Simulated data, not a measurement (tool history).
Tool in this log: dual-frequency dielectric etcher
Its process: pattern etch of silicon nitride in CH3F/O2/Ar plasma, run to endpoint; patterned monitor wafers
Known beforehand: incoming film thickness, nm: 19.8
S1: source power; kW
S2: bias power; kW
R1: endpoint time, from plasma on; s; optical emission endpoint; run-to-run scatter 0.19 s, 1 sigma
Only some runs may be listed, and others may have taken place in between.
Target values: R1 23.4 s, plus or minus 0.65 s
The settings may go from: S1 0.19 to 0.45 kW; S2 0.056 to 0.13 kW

Run 1, day 0: S1 0.32 kW, S2 0.093 kW. Result: R1 27.212 s.
Run 2, day 0.062: S1 0.32 kW, S2 0.099 kW. Result: R1 27.054 s.
Run 3, day 0.183: S1 0.35 kW, S2 0.103 kW. Result: R1 25.906 s.
Run 4, day 0.475: S1 0.35 kW, S2 0.115 kW. Result: R1 24.656 s.
Run 5, day 0.846: S1 0.36 kW, S2 0.116 kW. Result: R1 24.459 s.
Run 6, day 1.208: S1 0.36 kW, S2 0.105 kW. Result: R1 25.612 s.
Run 7, day 1.575: S1 0.36 kW, S2 0.105 kW. Result: R1 25.313 s.
Run 8, day 1.867: S1 0.38 kW, S2 0.107 kW. Result: R1 24.55 s.
Run 9, day 1.967: S1 0.39 kW, S2 0.108 kW. Result: R1 24.343 s.
Run 10, day 2.046: S1 0.4 kW, S2 0.109 kW. Result: R1 23.923 s.
Run 11, day 2.125: S1 0.4 kW, S2 0.11 kW. Result: R1 24.432 s.

Which of these 4 next moves meets every target?
Run A, day 2.204: S1 0.32 kW, S2 0.101 kW. Result: R1 ?.
Run B, day 2.204: S1 0.41 kW, S2 0.1 kW. Result: R1 ?.
Run C, day 2.204: S1 0.45 kW, S2 0.109 kW. Result: R1 ?.
Run D, day 2.204: S1 0.37 kW, S2 0.089 kW. Result: R1 ?.

move      R1
   A  26.528
   B  24.899
   C  23.404
   D  26.876
A: its largest miss is bigger than the last run's
B: its largest miss is bigger than the last run's
C: hits every target within its allowed miss
D: its largest miss is bigger than the last run's
Answer: C
